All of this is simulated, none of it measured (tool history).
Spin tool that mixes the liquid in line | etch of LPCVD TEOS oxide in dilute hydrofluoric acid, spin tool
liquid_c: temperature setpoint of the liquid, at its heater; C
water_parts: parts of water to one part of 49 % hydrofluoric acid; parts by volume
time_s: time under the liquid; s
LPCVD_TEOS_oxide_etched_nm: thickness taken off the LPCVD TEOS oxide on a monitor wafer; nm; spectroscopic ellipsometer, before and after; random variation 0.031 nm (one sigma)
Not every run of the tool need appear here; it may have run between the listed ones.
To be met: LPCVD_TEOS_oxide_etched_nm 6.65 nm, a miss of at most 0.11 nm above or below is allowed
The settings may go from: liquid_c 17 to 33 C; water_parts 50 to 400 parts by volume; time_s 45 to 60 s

Run 1, hour 0: liquid_c 25 C, water_parts 225 parts by volume, time_s 60 s. Result: LPCVD_TEOS_oxide_etched_nm 5.5944 nm.
Run 2, hour 7: liquid_c 25 C, water_parts 225 parts by volume, time_s 60 s. Result: LPCVD_TEOS_oxide_etched_nm 5.6324 nm.
Run 3, hour 11.8: liquid_c 25 C, water_parts 265 parts by volume, time_s 60 s. Result: LPCVD_TEOS_oxide_etched_nm 4.602 nm.
Run 4, hour 19.6: liquid_c 25 C, water_parts 230 parts by volume, time_s 60 s. Result: LPCVD_TEOS_oxide_etched_nm 5.5337 nm.
Run 5, hour 25.6: liquid_c 28 C, water_parts 230 parts by volume, time_s 60 s. Result: LPCVD_TEOS_oxide_etched_nm 6.0952 nm.
Run 6, hour 28: liquid_c 25.5 C, water_parts 230 parts by volume, time_s 60 s. Result: LPCVD_TEOS_oxide_etched_nm 5.6098 nm.
Run 7, hour 30.1: liquid_c 26 C, water_parts 230 parts by volume, time_s 60 s. Result: LPCVD_TEOS_oxide_etched_nm 5.6624 nm.
Run 8, hour 38.6: liquid_c 26 C, water_parts 230 parts by volume, time_s 60 s. Result: LPCVD_TEOS_oxide_etched_nm 5.7118 nm.
Run 9, hour 43.2: liquid_c 26.5 C, water_parts 230 parts by volume, time_s 60 s. Result: LPCVD_TEOS_oxide_etched_nm 5.775 nm.

4 next moves are on the table. One of them brings every result within its allowed miss. Which?
Run A, hour 47.8: liquid_c 30 C, water_parts 235 parts by volume, time_s 60 s. Result: LPCVD_TEOS_oxide_etched_nm ?.
Run B, hour 47.8: liquid_c 25.5 C, water_parts 200 parts by volume, time_s 60 s. Result: LPCVD_TEOS_oxide_etched_nm ?.
Run C, hour 47.8: liquid_c 25 C, water_parts 190 parts by volume, time_s 60 s. Result: LPCVD_TEOS_oxide_etched_nm ?.
Run D, hour 47.8: liquid_c 26.5 C, water_parts 210 parts by volume, time_s 60 s. Result: LPCVD_TEOS_oxide_etched_nm ?.

move  LPCVD_TEOS_oxide_etched_nm
   A                       6.357
   B                      6.6417
   C                      6.9413
   D                      6.4845
A: nearer than the last run, and not there yet
B: meets every target
C: the result that was furthest off in the last run now lies on the other side of its target
D: nearer than the last run, and not there yet
B is the move that brings every result within its allowed miss.
